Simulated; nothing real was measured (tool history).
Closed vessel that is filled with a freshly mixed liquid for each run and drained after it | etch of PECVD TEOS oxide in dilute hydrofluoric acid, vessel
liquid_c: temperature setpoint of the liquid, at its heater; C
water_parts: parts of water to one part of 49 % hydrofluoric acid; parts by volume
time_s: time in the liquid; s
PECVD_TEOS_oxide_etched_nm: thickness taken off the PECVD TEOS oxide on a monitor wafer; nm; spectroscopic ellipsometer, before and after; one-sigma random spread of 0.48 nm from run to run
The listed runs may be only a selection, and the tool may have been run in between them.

Run 1, day 0: liquid_c 25 C, water_parts 125 parts by volume, time_s 590 s. Result: PECVD_TEOS_oxide_etched_nm 81.086 nm.
Run 2, day 0.325: liquid_c 22.5 C, water_parts 125 parts by volume, time_s 590 s. Result: PECVD_TEOS_oxide_etched_nm 73.151 nm.
Run 3, day 0.446: liquid_c 25 C, water_parts 125 parts by volume, time_s 590 s. Result: PECVD_TEOS_oxide_etched_nm 80.876 nm.
Run 4, day 0.533: liquid_c 27 C, water_parts 125 parts by volume, time_s 590 s. Result: PECVD_TEOS_oxide_etched_nm 87.215 nm.
Run 5, day 0.8: liquid_c 27 C, water_parts 95 parts by volume, time_s 590 s. Result: PECVD_TEOS_oxide_etched_nm 119.16 nm.
Run 6, day 1.112: liquid_c 27 C, water_parts 50 parts by volume, time_s 590 s. Result: PECVD_TEOS_oxide_etched_nm 241.78 nm.
Run 7, day 1.254: liquid_c 24.5 C, water_parts 60 parts by volume, time_s 590 s. Result: PECVD_TEOS_oxide_etched_nm 178.64 nm.
Run 8, day 1.554: liquid_c 22.5 C, water_parts 60 parts by volume, time_s 590 s. Result: PECVD_TEOS_oxide_etched_nm 164.16 nm.

Run 9 is up next; what results do you expect?
Run 9, day 1.683: liquid_c 21 C, water_parts 60 parts by volume, time_s 590 s. Result: PECVD_TEOS_oxide_etched_nm ?.

Run 9 measured PECVD_TEOS_oxide_etched_nm 154.19 nm.
